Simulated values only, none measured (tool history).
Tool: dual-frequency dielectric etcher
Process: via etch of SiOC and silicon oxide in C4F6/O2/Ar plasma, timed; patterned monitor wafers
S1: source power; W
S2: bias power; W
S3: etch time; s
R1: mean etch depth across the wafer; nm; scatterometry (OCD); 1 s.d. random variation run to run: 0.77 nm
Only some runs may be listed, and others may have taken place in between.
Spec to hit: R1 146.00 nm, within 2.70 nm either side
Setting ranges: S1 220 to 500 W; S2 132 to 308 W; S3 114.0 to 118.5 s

run,day,S1,S2,S3,R1
1,0.000,360,220,114.0,127.81
2,0.308,360,253,114.0,132.49
3,0.562,360,237,114.0,130.60
4,0.900,390,241,114.0,136.14
5,1.042,390,220,114.0,132.18
6,1.079,410,223,114.0,136.08
7,1.121,430,225,114.0,138.86
8,1.183,440,227,114.0,141.75
9,1.250,440,227,114.0,142.16
10,1.446,450,228,114.0,142.32

Next run, 5 choices. One meets every target within its allowed miss, the rest don't. Which?
A,1.642,480,190,114.0,?
B,1.642,430,230,118.0,?
C,1.642,430,187,117.0,?
D,1.642,470,238,117.5,?
E,1.642,430,227,114.0,?

move,R1
A,139.89
B,145.19
C,135.94
D,152.01
E,139.74
A: further off than the last run
B: all results land within tolerance of their targets
C: further off than the last run
D: the result that was furthest off in the last run now lies on the other side of its target
E: further off than the last run
Go with B: it meets all targets.
